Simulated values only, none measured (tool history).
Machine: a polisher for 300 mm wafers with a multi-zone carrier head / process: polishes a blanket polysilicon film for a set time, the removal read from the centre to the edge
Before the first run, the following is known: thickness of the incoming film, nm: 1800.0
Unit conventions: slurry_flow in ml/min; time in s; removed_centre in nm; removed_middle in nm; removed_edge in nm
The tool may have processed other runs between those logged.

run  hour  slurry_flow  centre_zone  middle_zone  edge_zone  time  removed_centre  removed_middle  removed_edge
  1   0.0          200         1.00         1.00       1.00    72          696.18          710.97        688.28
  2   2.7          200         1.00         1.00       1.00    83          798.80          809.64        779.62
  3   3.4          200         1.00         1.00       0.97    83          801.62          790.53        779.87
  4   6.6          155         1.00         1.00       0.97    83          770.00          789.15        747.51
  5  12.2          120         1.00         1.00       0.97    83          727.00          752.70        733.63
  6  18.6          145         1.02         0.99       0.96    83          777.30          763.57        727.46

The next listed run, before its measurement:
  7  26.7          165         1.03         0.98       0.97    83               ?               ?             ?

removed_centre: 803.97 nm
removed_middle: 787.61 nm
removed_edge: 763.66 nm
